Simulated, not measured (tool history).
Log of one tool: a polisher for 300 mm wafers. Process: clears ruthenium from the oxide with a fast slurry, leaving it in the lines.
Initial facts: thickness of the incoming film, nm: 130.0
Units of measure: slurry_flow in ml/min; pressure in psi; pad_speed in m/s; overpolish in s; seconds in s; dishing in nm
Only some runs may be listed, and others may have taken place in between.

{"run": 1, "hour": 0.0, "slurry_flow": 170, "pressure": 2.3, "pad_speed": 0.98, "slurry_solids": 1.0, "overpolish": 15, "seconds": 52.503, "dishing": 28.373}
{"run": 2, "hour": 7.2, "slurry_flow": 165, "pressure": 2.3, "pad_speed": 0.98, "slurry_solids": 1.0, "overpolish": 16, "seconds": 52.979, "dishing": 30.258}
{"run": 3, "hour": 16.2, "slurry_flow": 160, "pressure": 2.4, "pad_speed": 0.98, "slurry_solids": 1.0, "overpolish": 17, "seconds": 50.685, "dishing": 32.764}
{"run": 4, "hour": 19.3, "slurry_flow": 160, "pressure": 2.4, "pad_speed": 0.98, "slurry_solids": 1.0, "overpolish": 20, "seconds": 51.317, "dishing": 37.304}
{"run": 5, "hour": 23.3, "slurry_flow": 160, "pressure": 2.4, "pad_speed": 0.98, "slurry_solids": 1.0, "overpolish": 21, "seconds": 50.677, "dishing": 39.194}
{"run": 6, "hour": 23.9, "slurry_flow": 160, "pressure": 2.4, "pad_speed": 0.98, "slurry_solids": 1.0, "overpolish": 26, "seconds": 51.501, "dishing": 47.567}

For run 7, what comes out?
{"run": 7, "hour": 26.0, "slurry_flow": 165, "pressure": 2.4, "pad_speed": 0.98, "slurry_solids": 1.0, "overpolish": 26, "seconds": "?", "dishing": "?"}

For run 7 the tool returned seconds 51.359 s, dishing 47.849 nm.
